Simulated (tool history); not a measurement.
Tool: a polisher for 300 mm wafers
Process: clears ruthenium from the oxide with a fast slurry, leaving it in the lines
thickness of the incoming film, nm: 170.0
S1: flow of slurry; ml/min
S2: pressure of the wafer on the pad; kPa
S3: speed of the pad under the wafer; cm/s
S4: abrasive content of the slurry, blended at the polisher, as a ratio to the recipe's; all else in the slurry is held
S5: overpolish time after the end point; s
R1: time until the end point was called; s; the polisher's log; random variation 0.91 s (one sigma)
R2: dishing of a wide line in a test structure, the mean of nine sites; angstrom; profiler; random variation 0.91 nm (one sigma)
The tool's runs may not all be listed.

Run 1, hour 0.0: S1 160 ml/min, S2 22.8 kPa, S3 80 cm/s, S4 1.0, S5 25 s. Result: R1 47.739 s, R2 540.81 angstrom.
Run 2, hour 4.2: S1 160 ml/min, S2 21.4 kPa, S3 80 cm/s, S4 1.0, S5 24 s. Result: R1 49.593 s, R2 504.07 angstrom.
Run 3, hour 6.2: S1 160 ml/min, S2 21.4 kPa, S3 80 cm/s, S4 1.0, S5 14 s. Result: R1 50.042 s, R2 338.43 angstrom.
Run 4, hour 13.8: S1 160 ml/min, S2 24.8 kPa, S3 80 cm/s, S4 1.0, S5 14 s. Result: R1 42.314 s, R2 368.71 angstrom.
Run 5, hour 20.4: S1 160 ml/min, S2 22.8 kPa, S3 80 cm/s, S4 1.0, S5 16 s. Result: R1 47.567 s, R2 387.47 angstrom.
Run 6, hour 24.1: S1 160 ml/min, S2 28.3 kPa, S3 80 cm/s, S4 1.0, S5 16 s. Result: R1 37.438 s, R2 462.82 angstrom.
Run 7, hour 25.5: S1 160 ml/min, S2 28.3 kPa, S3 80 cm/s, S4 1.0, S5 16 s. Result: R1 37.783 s, R2 436.26 angstrom.
Run 8, hour 30.9: S1 160 ml/min, S2 25.5 kPa, S3 80 cm/s, S4 1.0, S5 17 s. Result: R1 41.412 s, R2 434.79 angstrom.
Run 9, hour 31.5: S1 160 ml/min, S2 23.4 kPa, S3 80 cm/s, S4 1.0, S5 18 s. Result: R1 46.270 s, R2 433.75 angstrom.
Run 10, hour 39.9: S1 160 ml/min, S2 22.1 kPa, S3 80 cm/s, S4 1.0, S5 19 s. Result: R1 49.017 s, R2 409.50 angstrom.
Run 11, hour 42.6: S1 160 ml/min, S2 20.7 kPa, S3 80 cm/s, S4 1.0, S5 20 s. Result: R1 50.076 s, R2 419.39 angstrom.

The next listed run, before its measurement:
Run 12, hour 50.2: S1 160 ml/min, S2 19.3 kPa, S3 80 cm/s, S4 1.0, S5 21 s. Result: R1 ?, R2 ?.

{"run 12": {"R1": 56.027, "R2": 433.11}}
